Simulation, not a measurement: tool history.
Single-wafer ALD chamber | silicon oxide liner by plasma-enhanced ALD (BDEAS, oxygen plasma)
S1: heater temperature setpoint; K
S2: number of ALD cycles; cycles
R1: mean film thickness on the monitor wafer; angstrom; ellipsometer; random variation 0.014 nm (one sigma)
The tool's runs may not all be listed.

run 1 day=0 | S1=593.15 S2=60 | R1=55.855
run 2 day=0.138 | S1=593.15 S2=58 | R1=53.925
run 3 day=0.379 | S1=601.15 S2=58 | R1=53.243
run 4 day=0.638 | S1=594.15 S2=58 | R1=53.969
run 5 day=0.675 | S1=586.15 S2=58 | R1=54.465
run 6 day=0.875 | S1=586.15 S2=56 | R1=52.904
run 7 day=0.979 | S1=588.15 S2=46 | R1=43.283
run 8 day=1.279 | S1=588.15 S2=47 | R1=44.197

The next listed run, before its measurement:
run 9 day=1.304 | S1=587.15 S2=48 | R1=?

Run 9 gave R1 45.039 angstrom.
